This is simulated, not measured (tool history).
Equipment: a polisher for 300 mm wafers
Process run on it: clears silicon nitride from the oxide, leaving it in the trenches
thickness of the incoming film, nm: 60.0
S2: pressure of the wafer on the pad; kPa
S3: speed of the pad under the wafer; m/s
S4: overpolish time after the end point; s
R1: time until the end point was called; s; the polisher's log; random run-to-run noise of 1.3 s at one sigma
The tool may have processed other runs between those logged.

Run 1, hour 0: flow of slurry (ml/min) 195, S2 11 kPa, S3 0.9 m/s, S4 35 s. Result: R1 155.85 s.
Run 2, hour 7.1: flow of slurry (ml/min) 165, S2 11 kPa, S3 0.9 m/s, S4 35 s. Result: R1 155.64 s.
Run 3, hour 10.9: flow of slurry (ml/min) 165, S2 11.7 kPa, S3 0.9 m/s, S4 35 s. Result: R1 147.65 s.
Run 4, hour 14.1: flow of slurry (ml/min) 120, S2 11.7 kPa, S3 0.9 m/s, S4 35 s. Result: R1 156.19 s.
Run 5, hour 22.8: flow of slurry (ml/min) 120, S2 11.7 kPa, S3 0.9 m/s, S4 38 s. Result: R1 153.61 s.
Run 6, hour 31.3: flow of slurry (ml/min) 120, S2 11.7 kPa, S3 0.9 m/s, S4 35 s. Result: R1 154.73 s.
Run 7, hour 33.8: flow of slurry (ml/min) 125, S2 12.4 kPa, S3 0.9 m/s, S4 35 s. Result: R1 144.88 s.
Run 8, hour 35.3: flow of slurry (ml/min) 130, S2 13.1 kPa, S3 0.9 m/s, S4 35 s. Result: R1 138.06 s.
Run 9, hour 40.2: flow of slurry (ml/min) 130, S2 13.1 kPa, S3 0.9 m/s, S4 35 s. Result: R1 137.96 s.

The next listed run, before its measurement:
Run 10, hour 41.5: flow of slurry (ml/min) 135, S2 13.8 kPa, S3 0.9 m/s, S4 35 s. Result: R1 ?.

R1: 131.24 s

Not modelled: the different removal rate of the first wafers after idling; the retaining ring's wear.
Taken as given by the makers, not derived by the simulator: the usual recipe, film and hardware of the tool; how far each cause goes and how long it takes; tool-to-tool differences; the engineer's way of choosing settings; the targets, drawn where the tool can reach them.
